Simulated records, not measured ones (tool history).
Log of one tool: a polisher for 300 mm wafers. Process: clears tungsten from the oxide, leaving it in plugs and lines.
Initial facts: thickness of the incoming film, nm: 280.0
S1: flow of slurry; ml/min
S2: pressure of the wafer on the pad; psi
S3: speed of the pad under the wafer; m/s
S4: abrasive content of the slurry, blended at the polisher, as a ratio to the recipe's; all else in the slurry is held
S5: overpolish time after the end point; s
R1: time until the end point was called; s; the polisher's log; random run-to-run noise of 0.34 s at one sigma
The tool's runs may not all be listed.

| run | hour | S1 | S2 | S3 | S4 | S5 | R1 |
|---|---|---|---|---|---|---|---|
| 1 | 0.0 | 160 | 3.9 | 1.40 | 1.00 | 10 | 32.778 |
| 2 | 2.0 | 160 | 4.1 | 1.40 | 1.00 | 10 | 31.138 |
| 3 | 4.4 | 160 | 4.2 | 1.40 | 1.00 | 10 | 31.270 |
| 4 | 9.9 | 160 | 4.2 | 1.40 | 1.15 | 10 | 29.980 |
| 5 | 18.9 | 160 | 4.2 | 1.40 | 1.15 | 10 | 29.479 |
| 6 | 22.4 | 125 | 4.2 | 1.40 | 1.15 | 10 | 30.648 |

Run 7 has not been measured yet. What should we expect?
| 7 | 24.5 | 125 | 4.3 | 1.40 | 1.15 | 10 | ? |

{"run 7": {"R1": 29.331}}

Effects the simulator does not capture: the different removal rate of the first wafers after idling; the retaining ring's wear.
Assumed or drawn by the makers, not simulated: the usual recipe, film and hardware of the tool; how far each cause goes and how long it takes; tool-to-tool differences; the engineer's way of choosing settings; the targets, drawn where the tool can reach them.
